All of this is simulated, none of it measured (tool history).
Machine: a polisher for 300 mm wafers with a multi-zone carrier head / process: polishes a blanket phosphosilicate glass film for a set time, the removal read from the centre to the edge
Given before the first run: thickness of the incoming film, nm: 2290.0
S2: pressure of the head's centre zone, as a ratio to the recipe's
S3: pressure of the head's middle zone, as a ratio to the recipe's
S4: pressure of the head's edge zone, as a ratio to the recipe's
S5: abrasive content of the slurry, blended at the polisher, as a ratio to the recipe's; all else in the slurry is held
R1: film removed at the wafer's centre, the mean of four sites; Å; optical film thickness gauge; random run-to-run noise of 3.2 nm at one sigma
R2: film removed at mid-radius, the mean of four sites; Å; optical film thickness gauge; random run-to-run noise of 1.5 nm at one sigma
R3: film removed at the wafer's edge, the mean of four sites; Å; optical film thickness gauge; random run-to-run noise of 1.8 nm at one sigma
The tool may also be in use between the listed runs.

run 1 hour=0 | flow_of_slurry_(ml/min)=135 S2=1 S3=1 S4=1 S5=1 polishing_time_(s)=32 | R1=2821.9 R2=3139 R3=3052.3
run 2 hour=2.3 | flow_of_slurry_(ml/min)=130 S2=1.01 S3=0.97 S4=0.96 S5=0.85 polishing_time_(s)=32 | R1=2648.7 R2=2822.7 R3=2833.6
run 3 hour=8.9 | flow_of_slurry_(ml/min)=130 S2=1.05 S3=0.97 S4=0.96 S5=0.85 polishing_time_(s)=32 | R1=2733.1 R2=2809.2 R3=2789.2
run 4 hour=13.9 | flow_of_slurry_(ml/min)=155 S2=1.05 S3=0.97 S4=0.96 S5=0.85 polishing_time_(s)=32 | R1=2803.2 R2=2930.7 R3=2803.1
-- hour=21.3 centre zone pressure recalibrated
run 5 hour=21.3 | flow_of_slurry_(ml/min)=155 S2=1.05 S3=0.95 S4=0.94 S5=0.75 polishing_time_(s)=31 | R1=2696.3 R2=2607.7 R3=2551.3
run 6 hour=26.7 | flow_of_slurry_(ml/min)=150 S2=1.02 S3=0.95 S4=0.92 S5=0.7 polishing_time_(s)=31 | R1=2485 R2=2479.4 R3=2403.9
run 7 hour=34 | flow_of_slurry_(ml/min)=150 S2=1.02 S3=0.95 S4=0.92 S5=0.7 polishing_time_(s)=31 | R1=2499.1 R2=2505.1 R3=2433.3

For run 8, what comes out?
run 8 hour=34.6 | flow_of_slurry_(ml/min)=145 S2=1.01 S3=0.94 S4=0.9 S5=0.65 polishing_time_(s)=31 | R1=? R2=? R3=?

R1: 2492.8 Å
R2: 2348.7 Å
R3: 2278.9 Å
